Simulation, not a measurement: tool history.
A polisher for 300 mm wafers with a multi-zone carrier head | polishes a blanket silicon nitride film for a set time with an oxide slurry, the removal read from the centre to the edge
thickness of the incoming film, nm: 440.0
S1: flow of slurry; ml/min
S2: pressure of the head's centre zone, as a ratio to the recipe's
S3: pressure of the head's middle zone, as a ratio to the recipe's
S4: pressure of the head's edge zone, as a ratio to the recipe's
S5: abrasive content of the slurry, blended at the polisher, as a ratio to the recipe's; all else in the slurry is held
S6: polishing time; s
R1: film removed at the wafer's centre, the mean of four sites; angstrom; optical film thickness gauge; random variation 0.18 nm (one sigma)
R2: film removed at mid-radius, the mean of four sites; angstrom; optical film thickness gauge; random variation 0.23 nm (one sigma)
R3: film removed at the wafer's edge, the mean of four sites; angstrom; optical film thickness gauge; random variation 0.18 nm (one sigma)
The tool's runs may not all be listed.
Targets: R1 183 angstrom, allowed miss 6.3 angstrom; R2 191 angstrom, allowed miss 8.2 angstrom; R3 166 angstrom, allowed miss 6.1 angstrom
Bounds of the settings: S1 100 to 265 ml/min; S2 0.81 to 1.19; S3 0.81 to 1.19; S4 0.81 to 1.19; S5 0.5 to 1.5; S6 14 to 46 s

| run | day | S1 | S2 | S3 | S4 | S5 | S6 | R1 | R2 | R3 |
|---|---|---|---|---|---|---|---|---|---|---|
| 1 | 0 | 170 | 1 | 1 | 1 | 1 | 30 | 146.23 | 142.71 | 144.63 |
| 2 | 0.267 | 170 | 1 | 1 | 1 | 1 | 27 | 129.48 | 126.61 | 129.52 |
| 3 | 0.392 | 170 | 1 | 1 | 1 | 1.1 | 27 | 135.22 | 135.7 | 133.29 |
| 4 | 0.467 | 180 | 1.03 | 1.03 | 1.03 | 1.2 | 27 | 145.14 | 145.69 | 144.76 |
| 5 | 0.554 | 190 | 1.06 | 1.06 | 1.02 | 1.25 | 27 | 156.86 | 151.37 | 145.05 |
| 6 | 0.9 | 200 | 1.06 | 1.09 | 1.03 | 1.3 | 27 | 158.82 | 158.31 | 147.01 |
| 7 | 1.058 | 205 | 1.07 | 1.11 | 1.04 | 1.35 | 27 | 162.3 | 165.96 | 147.05 |
| 8 | 1.392 | 205 | 1.08 | 1.12 | 1.06 | 1.4 | 27 | 166.16 | 163.75 | 153.7 |
| 9 | 1.517 | 210 | 1.08 | 1.13 | 1.06 | 1.4 | 27 | 167.61 | 175.57 | 156.73 |
| 10 | 1.646 | 220 | 1.09 | 1.13 | 1.07 | 1.4 | 27 | 172.45 | 175.23 | 155.6 |
| 11 | 1.7 | 225 | 1.09 | 1.13 | 1.08 | 1.4 | 27 | 167.84 | 176.22 | 155.51 |
| 12 | 1.929 | 230 | 1.1 | 1.13 | 1.09 | 1.4 | 27 | 171.84 | 177.63 | 159.97 |
| 13 | 2.204 | 235 | 1.11 | 1.14 | 1.09 | 1.4 | 27 | 177.52 | 175.23 | 159.06 |

5 next moves are on the table. One of them brings every result within its allowed miss. Which?
| A | 2.479 | 250 | 1.13 | 1.19 | 0.9 | 1.5 | 28 | ? | ? | ? |
| B | 2.479 | 180 | 1.04 | 0.97 | 1.19 | 1.4 | 30 | ? | ? | ? |
| C | 2.479 | 220 | 1.18 | 1.05 | 1.15 | 1.5 | 26 | ? | ? | ? |
| D | 2.479 | 265 | 1.08 | 1.18 | 1.06 | 1.5 | 28 | ? | ? | ? |
| E | 2.479 | 220 | 1.16 | 1 | 1.19 | 1.3 | 27 | ? | ? | ? |

| move | R1 | R2 | R3 |
|---|---|---|---|
| A | 192.36 | 192.43 | 154.66 |
| B | 175.08 | 161.05 | 179.47 |
| C | 183.02 | 157.76 | 160.14 |
| D | 185.16 | 192.33 | 168.1 |
| E | 177.1 | 149.08 | 160.65 |
A: brings the result that was furthest off to its target, and leaves another outside
B: further off than the last run
C: further off than the last run
D: meets every target
E: further off than the last run
Answer: D
